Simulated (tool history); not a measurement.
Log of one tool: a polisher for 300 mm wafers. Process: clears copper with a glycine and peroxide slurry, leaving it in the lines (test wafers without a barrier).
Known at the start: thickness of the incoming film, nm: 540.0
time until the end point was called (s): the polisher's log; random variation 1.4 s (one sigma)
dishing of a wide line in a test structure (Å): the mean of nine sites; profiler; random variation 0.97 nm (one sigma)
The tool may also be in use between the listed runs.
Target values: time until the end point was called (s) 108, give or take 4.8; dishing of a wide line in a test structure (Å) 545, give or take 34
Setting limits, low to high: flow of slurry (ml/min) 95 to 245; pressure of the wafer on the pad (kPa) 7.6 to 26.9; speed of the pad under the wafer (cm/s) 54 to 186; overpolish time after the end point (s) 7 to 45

run	day	flow of slurry (ml/min)	pressure of the wafer on the pad (kPa)	speed of the pad under the wafer (cm/s)	overpolish time after the end point (s)	time until the end point was called (s)	dishing of a wide line in a test structure (Å)
1	0	155	17.2	118	23	81.437	606.03
2	0.062	155	15.9	118	23	84.411	582.6
3	0.417	155	15.9	118	18	84.939	515.88
4	0.771	155	15.9	118	26	84.154	630.37
5	1.042	120	15.9	118	26	87.18	619.8
6	1.325	120	20	118	26	77.679	660.45
7	1.454	115	15.2	108	24	94.787	576.51
8	1.646	115	14.5	106	24	100.33	587.41
9	1.788	115	13.8	106	23	103.16	537.01

Consider the 5 candidate settings below. Which is the only one whose results all fall within their allowed miss of target?
A	1.929	100	15.9	112	24	?	?
B	1.929	120	15.2	102	22	?	?
C	1.929	110	12.4	128	19	?	?
D	1.929	165	13.1	118	20	?	?
E	1.929	120	13.1	100	24	?	?

move	time until the end point was called (s)	dishing of a wide line in a test structure (Å)
A	93.237	588.97
B	99.082	550.69
C	97.55	504.98
D	94.655	530.82
E	109.1	548.01
A: the biggest miss grows against the last run
B: the biggest miss grows against the last run
C: the biggest miss grows against the last run
D: the biggest miss grows against the last run
E: each result inside its tolerance
The move that meets every target is E.
